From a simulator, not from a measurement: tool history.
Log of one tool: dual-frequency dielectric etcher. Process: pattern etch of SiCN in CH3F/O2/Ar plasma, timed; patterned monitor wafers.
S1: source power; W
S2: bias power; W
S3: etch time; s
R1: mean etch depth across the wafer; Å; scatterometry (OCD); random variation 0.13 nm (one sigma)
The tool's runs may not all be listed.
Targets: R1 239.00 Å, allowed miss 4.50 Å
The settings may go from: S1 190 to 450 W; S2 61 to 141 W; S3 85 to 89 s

run 1 hour=0.0 | S1=320 S2=101 S3=85 | R1=330.27
run 2 hour=5.9 | S1=280 S2=101 S3=85 | R1=307.26
run 3 hour=7.7 | S1=260 S2=96 S3=85 | R1=283.65
run 4 hour=15.5 | S1=260 S2=96 S3=89 | R1=301.61
run 5 hour=18.3 | S1=250 S2=93 S3=89 | R1=285.17
run 6 hour=21.4 | S1=240 S2=91 S3=89 | R1=276.23
run 7 hour=25.6 | S1=190 S2=71 S3=88 | R1=196.65
run 8 hour=33.5 | S1=200 S2=71 S3=88 | R1=209.25
run 9 hour=34.5 | S1=210 S2=71 S3=88 | R1=220.42
run 10 hour=37.1 | S1=220 S2=71 S3=88 | R1=232.03

Which of these 4 next moves meets every target?
run A hour=39.7 | S1=220 S2=65 S3=89 | R1=?
run B hour=39.7 | S1=220 S2=76 S3=85 | R1=?
run C hour=39.7 | S1=230 S2=66 S3=89 | R1=?
run D hour=39.7 | S1=220 S2=68 S3=89 | R1=?

move=A R1=229.17
move=B R1=232.02
move=C R1=238.75
move=D R1=233.02
A: further off than the last run
B: as far off as the last run
C: meets every target
D: nearer than the last run, and not there yet
The right move is C.
